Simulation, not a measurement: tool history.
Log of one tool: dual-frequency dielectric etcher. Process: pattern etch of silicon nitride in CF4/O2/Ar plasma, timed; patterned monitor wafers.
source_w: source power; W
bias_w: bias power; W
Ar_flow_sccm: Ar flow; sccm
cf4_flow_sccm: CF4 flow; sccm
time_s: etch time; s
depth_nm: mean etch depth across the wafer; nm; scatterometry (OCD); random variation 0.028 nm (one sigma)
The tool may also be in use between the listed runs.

run    day  source_w  bias_w  Ar_flow_sccm  cf4_flow_sccm  time_s  depth_nm
  1  0.000       420      43            70             94     7.0    11.493
  2  0.229       420      43            70             83     7.0    11.394
  3  0.450       410      43            70             83     7.0    11.161
  4  0.483       400      43            70             83     7.0    10.920
  5  0.604       400      46            70             83     7.0    11.052
  6  0.962       390      46            70             83     7.0    10.868

Run 7 comes next. What will it give?
  7  1.271       380      46            70             83     7.0         ?

depth_nm: 10.611 nm

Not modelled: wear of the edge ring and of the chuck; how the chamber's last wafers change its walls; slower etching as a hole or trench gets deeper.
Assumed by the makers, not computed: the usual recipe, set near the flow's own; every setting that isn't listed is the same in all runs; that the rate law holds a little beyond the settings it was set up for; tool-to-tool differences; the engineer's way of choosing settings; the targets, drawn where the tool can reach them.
